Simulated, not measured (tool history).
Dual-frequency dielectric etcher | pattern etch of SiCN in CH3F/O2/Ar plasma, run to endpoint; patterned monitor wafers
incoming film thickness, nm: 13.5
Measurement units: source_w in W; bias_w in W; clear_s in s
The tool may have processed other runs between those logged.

run	hour	source_w	bias_w	clear_s
1	0	510	76	33.484
2	1.7	470	74	34.852
3	4.6	540	74	33.127
4	8.8	490	74	34.152
5	12	490	60	36.497
6	13.7	470	59	36.912

Run 7 is up next; what results do you expect?
7	20	450	58	?

clear_s: 37.901 s
